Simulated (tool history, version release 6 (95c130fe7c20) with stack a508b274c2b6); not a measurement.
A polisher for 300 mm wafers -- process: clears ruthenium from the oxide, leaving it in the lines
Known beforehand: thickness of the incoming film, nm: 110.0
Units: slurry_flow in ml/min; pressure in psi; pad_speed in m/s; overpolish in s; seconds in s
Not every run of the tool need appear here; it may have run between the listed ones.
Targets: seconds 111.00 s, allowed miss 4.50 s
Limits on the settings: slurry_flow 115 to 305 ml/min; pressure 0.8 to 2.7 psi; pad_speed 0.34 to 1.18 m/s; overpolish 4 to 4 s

{"run": 1, "hour": 0.0, "slurry_flow": 195, "pressure": 1.7, "pad_speed": 0.76, "overpolish": 4, "seconds": 175.31}
{"run": 2, "hour": 4.4, "slurry_flow": 170, "pressure": 1.7, "pad_speed": 0.76, "overpolish": 4, "seconds": 175.69}
{"run": 3, "hour": 6.5, "slurry_flow": 170, "pressure": 1.8, "pad_speed": 0.76, "overpolish": 4, "seconds": 162.52}
{"run": 4, "hour": 13.1, "slurry_flow": 170, "pressure": 1.6, "pad_speed": 0.76, "overpolish": 4, "seconds": 184.09}
{"run": 5, "hour": 14.3, "slurry_flow": 170, "pressure": 1.7, "pad_speed": 0.76, "overpolish": 4, "seconds": 177.9}
{"run": 6, "hour": 19.8, "slurry_flow": 170, "pressure": 1.8, "pad_speed": 0.76, "overpolish": 4, "seconds": 167.08}
{"run": 7, "hour": 25.8, "slurry_flow": 170, "pressure": 1.9, "pad_speed": 0.76, "overpolish": 4, "seconds": 157.46}
{"run": 8, "hour": 27.6, "slurry_flow": 170, "pressure": 2.0, "pad_speed": 0.76, "overpolish": 4, "seconds": 149.83}
{"run": 9, "hour": 29.6, "slurry_flow": 170, "pressure": 2.1, "pad_speed": 0.76, "overpolish": 4, "seconds": 142.26}
{"run": 10, "hour": 37.7, "slurry_flow": 170, "pressure": 2.2, "pad_speed": 0.76, "overpolish": 4, "seconds": 134.68}
{"run": 11, "hour": 38.2, "slurry_flow": 170, "pressure": 2.4, "pad_speed": 0.76, "overpolish": 4, "seconds": 126.08}
{"run": 12, "hour": 44.4, "slurry_flow": 170, "pressure": 2.6, "pad_speed": 0.76, "overpolish": 4, "seconds": 115.18}

Exactly one of the 4 candidate moves below puts every result within its allowed miss. Which one?
{"run": "A", "hour": 50.6, "slurry_flow": 285, "pressure": 2.6, "pad_speed": 0.74, "overpolish": 4, "seconds": "?"}
{"run": "B", "hour": 50.6, "slurry_flow": 195, "pressure": 2.4, "pad_speed": 0.78, "overpolish": 4, "seconds": "?"}
{"run": "C", "hour": 50.6, "slurry_flow": 190, "pressure": 2.5, "pad_speed": 0.76, "overpolish": 4, "seconds": "?"}
{"run": "D", "hour": 50.6, "slurry_flow": 195, "pressure": 2.6, "pad_speed": 0.68, "overpolish": 4, "seconds": "?"}

move=A seconds=109.50
move=B seconds=117.85
move=C seconds=116.58
move=D seconds=124.45
A: in spec on every target
B: moves away from the targets compared with the last run
C: moves away from the targets compared with the last run
D: moves away from the targets compared with the last run
A meets every target.
